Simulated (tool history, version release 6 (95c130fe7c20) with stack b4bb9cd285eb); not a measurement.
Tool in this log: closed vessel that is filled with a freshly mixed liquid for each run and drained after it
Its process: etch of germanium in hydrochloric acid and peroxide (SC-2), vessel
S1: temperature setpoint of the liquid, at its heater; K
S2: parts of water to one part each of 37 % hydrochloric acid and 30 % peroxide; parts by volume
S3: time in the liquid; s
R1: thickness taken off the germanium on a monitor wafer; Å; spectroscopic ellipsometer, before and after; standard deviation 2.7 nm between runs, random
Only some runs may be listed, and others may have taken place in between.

| run | day | S1 | S2 | S3 | R1 |
|---|---|---|---|---|---|
| 1 | 0 | 331.15 | 8.5 | 85 | 5244.2 |
| 2 | 0.171 | 331.15 | 8.5 | 90 | 5524 |
| 3 | 0.246 | 334.15 | 8.5 | 90 | 6059.9 |
| 4 | 0.467 | 336.65 | 8.5 | 90 | 6529.9 |
| 5 | 0.667 | 333.65 | 8.5 | 90 | 5934.8 |
| 6 | 0.788 | 336.15 | 8.5 | 90 | 6400.3 |

Estimate the outcome of run 7 from the log above:
| 7 | 1 | 338.15 | 8.5 | 90 | ? |

R1: 6754 Å

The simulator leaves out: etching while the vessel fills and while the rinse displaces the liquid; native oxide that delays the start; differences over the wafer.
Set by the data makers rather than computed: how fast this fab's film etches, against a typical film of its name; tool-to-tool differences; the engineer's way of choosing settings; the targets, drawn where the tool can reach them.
